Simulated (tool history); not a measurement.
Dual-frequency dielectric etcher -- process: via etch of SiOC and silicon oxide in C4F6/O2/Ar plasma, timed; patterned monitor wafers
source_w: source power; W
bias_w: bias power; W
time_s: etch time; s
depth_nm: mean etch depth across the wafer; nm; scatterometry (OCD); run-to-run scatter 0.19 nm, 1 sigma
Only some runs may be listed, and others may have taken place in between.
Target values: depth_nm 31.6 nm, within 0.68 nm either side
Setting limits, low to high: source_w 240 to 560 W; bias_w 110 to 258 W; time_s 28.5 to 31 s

run 1 hour=0 | source_w=400 bias_w=184 time_s=31 | depth_nm=35.706
run 2 hour=8.8 | source_w=380 bias_w=182 time_s=31 | depth_nm=34.875
run 3 hour=9.5 | source_w=380 bias_w=161 time_s=31 | depth_nm=33.334
run 4 hour=11.2 | source_w=430 bias_w=161 time_s=31 | depth_nm=34.892
run 5 hour=14.6 | source_w=420 bias_w=159 time_s=31 | depth_nm=34.185
run 6 hour=15.4 | source_w=410 bias_w=158 time_s=31 | depth_nm=33.941
run 7 hour=18 | source_w=400 bias_w=157 time_s=31 | depth_nm=33.705
run 8 hour=24.5 | source_w=390 bias_w=156 time_s=31 | depth_nm=33.529
run 9 hour=32.8 | source_w=380 bias_w=154 time_s=31 | depth_nm=32.835
run 10 hour=37 | source_w=380 bias_w=154 time_s=31 | depth_nm=32.665

Exercise: of the 5 proposed moves below, exactly one satisfies all targets within the stated allowed misses. Which move is it?
run A hour=41.2 | source_w=440 bias_w=150 time_s=28.5 | depth_nm=?
run B hour=41.2 | source_w=390 bias_w=121 time_s=30.5 | depth_nm=?
run C hour=41.2 | source_w=420 bias_w=139 time_s=28.5 | depth_nm=?
run D hour=41.2 | source_w=420 bias_w=146 time_s=28.5 | depth_nm=?
run E hour=41.2 | source_w=390 bias_w=147 time_s=29 | depth_nm=?

move=A depth_nm=31.205
move=B depth_nm=29.634
move=C depth_nm=29.873
move=D depth_nm=30.428
move=E depth_nm=30.312
A: every result lands within tolerance
B: carries the result that was furthest off beyond its target, to the other side
C: carries the result that was furthest off beyond its target, to the other side
D: carries the result that was furthest off beyond its target, to the other side
E: carries the result that was furthest off beyond its target, to the other side
A is the move that brings every result within its allowed miss.

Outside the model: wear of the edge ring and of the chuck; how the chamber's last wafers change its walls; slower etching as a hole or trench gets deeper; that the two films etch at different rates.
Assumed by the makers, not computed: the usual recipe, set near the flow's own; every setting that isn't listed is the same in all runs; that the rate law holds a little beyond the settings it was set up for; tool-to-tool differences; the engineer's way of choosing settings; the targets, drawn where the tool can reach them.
